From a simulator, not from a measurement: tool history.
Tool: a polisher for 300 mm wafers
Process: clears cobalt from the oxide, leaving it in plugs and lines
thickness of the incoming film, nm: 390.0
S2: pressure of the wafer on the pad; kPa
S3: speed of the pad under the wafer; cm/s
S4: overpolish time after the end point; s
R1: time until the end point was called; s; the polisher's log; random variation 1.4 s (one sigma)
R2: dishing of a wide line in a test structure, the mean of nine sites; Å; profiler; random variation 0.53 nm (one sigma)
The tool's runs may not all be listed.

Run 1, hour 0.0: flow of slurry (ml/min) 285, S2 9.0 kPa, S3 104 cm/s, S4 30 s. Result: R1 96.585 s, R2 437.94 Å.
Run 2, hour 6.6: flow of slurry (ml/min) 285, S2 9.0 kPa, S3 104 cm/s, S4 22 s. Result: R1 96.750 s, R2 376.51 Å.
Run 3, hour 12.8: flow of slurry (ml/min) 280, S2 9.0 kPa, S3 104 cm/s, S4 20 s. Result: R1 97.805 s, R2 362.15 Å.
Run 4, hour 13.7: flow of slurry (ml/min) 215, S2 9.0 kPa, S3 104 cm/s, S4 20 s. Result: R1 99.401 s, R2 352.21 Å.
Run 5, hour 22.6: flow of slurry (ml/min) 205, S2 9.0 kPa, S3 104 cm/s, S4 18 s. Result: R1 101.100 s, R2 348.93 Å.
Run 6, hour 26.1: flow of slurry (ml/min) 205, S2 9.7 kPa, S3 104 cm/s, S4 18 s. Result: R1 95.538 s, R2 341.27 Å.
Run 7, hour 29.8: flow of slurry (ml/min) 200, S2 10.3 kPa, S3 96 cm/s, S4 16 s. Result: R1 97.389 s, R2 320.50 Å.
Run 8, hour 33.2: flow of slurry (ml/min) 195, S2 11.0 kPa, S3 90 cm/s, S4 15 s. Result: R1 99.444 s, R2 294.94 Å.

Run 9 comes next. What will it give?
Run 9, hour 35.5: flow of slurry (ml/min) 190, S2 11.7 kPa, S3 86 cm/s, S4 14 s. Result: R1 ?, R2 ?.

Run 9 gave R1 95.497 s, R2 291.75 Å.

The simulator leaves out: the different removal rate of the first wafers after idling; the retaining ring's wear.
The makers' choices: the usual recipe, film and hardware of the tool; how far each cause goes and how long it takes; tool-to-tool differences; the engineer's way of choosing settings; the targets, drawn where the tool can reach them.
